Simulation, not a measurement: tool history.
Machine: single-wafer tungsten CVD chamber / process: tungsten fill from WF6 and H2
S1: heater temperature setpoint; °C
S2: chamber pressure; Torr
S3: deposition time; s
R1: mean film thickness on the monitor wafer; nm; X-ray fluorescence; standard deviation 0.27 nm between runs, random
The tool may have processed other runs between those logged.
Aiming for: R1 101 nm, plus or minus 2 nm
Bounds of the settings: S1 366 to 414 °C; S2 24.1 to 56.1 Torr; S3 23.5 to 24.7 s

run,day,S1,S2,S3,R1
1,0,390,40.1,24.7,60.701
2,0.025,400,40.1,24.7,73.38
3,0.096,393,40.1,24.7,64.173
4,0.312,402,40.1,24.7,76.522
5,0.338,402,40.1,23.5,72.574
6,0.675,404,41.8,23.6,78.027
7,0.812,406,42.8,23.6,82.103
8,0.958,408,43.6,23.6,85.704
9,1.296,409,44.4,23.6,88.61
# day 1.475: thermocouple changed; heater temperature recalibrated
10,1.475,410,44.9,23.6,98.017

Which of these 4 next moves meets every target?
A,1.654,414,39.6,24.4,?
B,1.654,413,42.8,24.7,?
C,1.654,408,48,24.7,?
D,1.654,412,40.2,23.7,?

move,R1
A,100.53
B,105.34
C,103.94
D,95.42
A: all results in spec
B: the result that was furthest off in the last run now lies on the other side of its target
C: the result that was furthest off in the last run now lies on the other side of its target
D: its largest miss is bigger than the last run's
Move A is the one to make.
